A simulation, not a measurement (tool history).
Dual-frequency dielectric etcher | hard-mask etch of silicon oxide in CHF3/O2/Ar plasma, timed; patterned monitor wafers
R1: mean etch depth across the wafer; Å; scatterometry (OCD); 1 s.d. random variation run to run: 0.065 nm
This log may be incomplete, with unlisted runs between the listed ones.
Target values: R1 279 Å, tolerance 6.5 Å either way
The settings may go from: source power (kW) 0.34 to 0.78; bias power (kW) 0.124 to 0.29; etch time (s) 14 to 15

{"run": 1, "hour": 0.0, "source power (kW)": 0.56, "bias power (kW)": 0.207, "etch time (s)": 15, "R1": 332.33}
{"run": 2, "hour": 4.9, "source power (kW)": 0.53, "bias power (kW)": 0.203, "etch time (s)": 15, "R1": 322}
{"run": 3, "hour": 13.7, "source power (kW)": 0.51, "bias power (kW)": 0.201, "etch time (s)": 15, "R1": 316.48}
{"run": 4, "hour": 21.9, "source power (kW)": 0.42, "bias power (kW)": 0.201, "etch time (s)": 15, "R1": 290.43}
{"run": 5, "hour": 28.9, "source power (kW)": 0.42, "bias power (kW)": 0.217, "etch time (s)": 15, "R1": 297.24}
{"run": 6, "hour": 36.3, "source power (kW)": 0.5, "bias power (kW)": 0.217, "etch time (s)": 15, "R1": 321.25}
{"run": 7, "hour": 40.3, "source power (kW)": 0.48, "bias power (kW)": 0.215, "etch time (s)": 15, "R1": 314.25}
{"run": 8, "hour": 42.4, "source power (kW)": 0.46, "bias power (kW)": 0.214, "etch time (s)": 15, "R1": 308.92}
{"run": 9, "hour": 43.3, "source power (kW)": 0.45, "bias power (kW)": 0.213, "etch time (s)": 15, "R1": 305.09}

Which one of the following 5 next-run settings gets every result inside its allowed miss? There is exactly one.
{"run": "A", "hour": 44.2, "source power (kW)": 0.5, "bias power (kW)": 0.165, "etch time (s)": 15, "R1": "?"}
{"run": "B", "hour": 44.2, "source power (kW)": 0.43, "bias power (kW)": 0.192, "etch time (s)": 14, "R1": "?"}
{"run": "C", "hour": 44.2, "source power (kW)": 0.39, "bias power (kW)": 0.209, "etch time (s)": 14, "R1": "?"}
{"run": "D", "hour": 44.2, "source power (kW)": 0.45, "bias power (kW)": 0.209, "etch time (s)": 15, "R1": "?"}
{"run": "E", "hour": 44.2, "source power (kW)": 0.39, "bias power (kW)": 0.22, "etch time (s)": 14.5, "R1": "?"}

move=A R1=293.93
move=B R1=269.74
move=C R1=265.67
move=D R1=303.91
move=E R1=280.23
A: an improvement on the last run, though not all results are within tolerance
B: pushes the last run's worst result past its target
C: pushes the last run's worst result past its target
D: neither nearer nor further off than the last run
E: every result within its allowed miss
Correct choice: E, which meets every target
